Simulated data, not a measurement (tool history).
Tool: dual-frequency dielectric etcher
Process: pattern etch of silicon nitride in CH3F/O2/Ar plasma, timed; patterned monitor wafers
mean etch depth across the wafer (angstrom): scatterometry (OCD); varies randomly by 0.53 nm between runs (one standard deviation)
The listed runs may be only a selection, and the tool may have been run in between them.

run  hour  source power (W)  bias power (W)  etch time (s)  mean etch depth across the wafer (angstrom)
  1     0               360             102          102.5                                       742.42
  2   8.9               330             102          102.5                                       731.72
  3  12.7               350             107            103                                       769.16
  4  17.5               350             125            103                                       809.76
  5  21.7               300             125            103                                       762.36
  6    30               320             126            103                                       792.92
  7  32.6               330             127            103                                       797.98

Predict the results of run 8:
  8    38               330             127            103                                            ?

Logged for run 8: mean etch depth across the wafer (angstrom) 810.6.
